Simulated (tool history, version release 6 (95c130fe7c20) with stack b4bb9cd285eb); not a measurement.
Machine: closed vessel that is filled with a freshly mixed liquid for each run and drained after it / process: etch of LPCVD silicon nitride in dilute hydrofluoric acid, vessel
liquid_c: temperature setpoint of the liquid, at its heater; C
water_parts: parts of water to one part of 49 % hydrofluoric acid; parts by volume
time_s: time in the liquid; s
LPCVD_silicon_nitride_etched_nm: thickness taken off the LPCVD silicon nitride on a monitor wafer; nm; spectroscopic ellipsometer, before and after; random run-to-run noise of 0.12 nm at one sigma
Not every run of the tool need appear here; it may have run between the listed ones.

run	hour	liquid_c	water_parts	time_s	LPCVD_silicon_nitride_etched_nm
1	0	23	110	1640	7.6423
2	3.5	20.5	110	1640	6.5208
3	11.1	22.5	110	1640	7.292
4	19.8	24	110	1640	8.0186
5	22.7	25	110	1640	8.6105
6	24.6	26	110	1640	9.1951
7	27.3	27	110	1640	9.8555
8	28.9	27.5	110	1640	10.069
9	35.3	27.5	110	1640	10.227
10	41.1	28	110	1640	10.453

What will run 11 give?
11	48.6	28.5	110	1640	?

Run 11 came out at LPCVD_silicon_nitride_etched_nm 10.569 nm.
